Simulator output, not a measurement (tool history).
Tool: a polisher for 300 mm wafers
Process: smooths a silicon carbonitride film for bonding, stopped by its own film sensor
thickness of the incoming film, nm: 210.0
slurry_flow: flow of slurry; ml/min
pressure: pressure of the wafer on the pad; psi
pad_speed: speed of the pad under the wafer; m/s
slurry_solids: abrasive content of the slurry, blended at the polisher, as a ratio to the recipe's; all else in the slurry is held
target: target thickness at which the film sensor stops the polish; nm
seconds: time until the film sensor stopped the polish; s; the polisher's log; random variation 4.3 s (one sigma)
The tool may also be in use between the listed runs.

{"run": 1, "day": 0.0, "slurry_flow": 210, "pressure": 2.2, "pad_speed": 0.72, "slurry_solids": 1, "target": 173, "seconds": 200.42}
{"run": 2, "day": 0.321, "slurry_flow": 210, "pressure": 2.2, "pad_speed": 0.72, "slurry_solids": 1.2, "target": 173, "seconds": 185.34}
{"run": 3, "day": 0.633, "slurry_flow": 210, "pressure": 2.6, "pad_speed": 0.72, "slurry_solids": 1.2, "target": 173, "seconds": 159.58}
{"run": 4, "day": 0.846, "slurry_flow": 210, "pressure": 2.6, "pad_speed": 0.78, "slurry_solids": 1.2, "target": 173, "seconds": 152.44}
{"run": 5, "day": 1.029, "slurry_flow": 210, "pressure": 2.6, "pad_speed": 0.78, "slurry_solids": 1.2, "target": 171, "seconds": 160.4}
{"run": 6, "day": 1.312, "slurry_flow": 210, "pressure": 2.4, "pad_speed": 0.74, "slurry_solids": 1.2, "target": 171, "seconds": 182.65}
{"run": 7, "day": 1.625, "slurry_flow": 210, "pressure": 2.2, "pad_speed": 0.72, "slurry_solids": 1.2, "target": 171, "seconds": 201.43}
{"run": 8, "day": 1.85, "slurry_flow": 210, "pressure": 2.1, "pad_speed": 0.7, "slurry_solids": 1.2, "target": 171, "seconds": 209.44}
{"run": 9, "day": 2.175, "slurry_flow": 210, "pressure": 2, "pad_speed": 0.68, "slurry_solids": 1.2, "target": 171, "seconds": 227.6}
{"run": 10, "day": 2.521, "slurry_flow": 210, "pressure": 1.9, "pad_speed": 0.66, "slurry_solids": 1.2, "target": 171, "seconds": 242.77}
{"run": 11, "day": 2.879, "slurry_flow": 210, "pressure": 1.8, "pad_speed": 0.64, "slurry_solids": 1.2, "target": 171, "seconds": 263.62}
{"day": 3.062, "done": "slurry nozzle cleaned"}
{"run": 12, "day": 3.062, "slurry_flow": 210, "pressure": 1.7, "pad_speed": 0.64, "slurry_solids": 1.2, "target": 171, "seconds": 252.59}
{"run": 13, "day": 3.304, "slurry_flow": 210, "pressure": 1.6, "pad_speed": 0.62, "slurry_solids": 1.2, "target": 171, "seconds": 278.25}
{"run": 14, "day": 3.412, "slurry_flow": 210, "pressure": 1.5, "pad_speed": 0.6, "slurry_solids": 1.2, "target": 171, "seconds": 305.97}

Forecast run 15:
{"run": 15, "day": 3.65, "slurry_flow": 210, "pressure": 1.4, "pad_speed": 0.6, "slurry_solids": 1.2, "target": 171, "seconds": "?"}

Run 15 gave seconds 326.56 s.

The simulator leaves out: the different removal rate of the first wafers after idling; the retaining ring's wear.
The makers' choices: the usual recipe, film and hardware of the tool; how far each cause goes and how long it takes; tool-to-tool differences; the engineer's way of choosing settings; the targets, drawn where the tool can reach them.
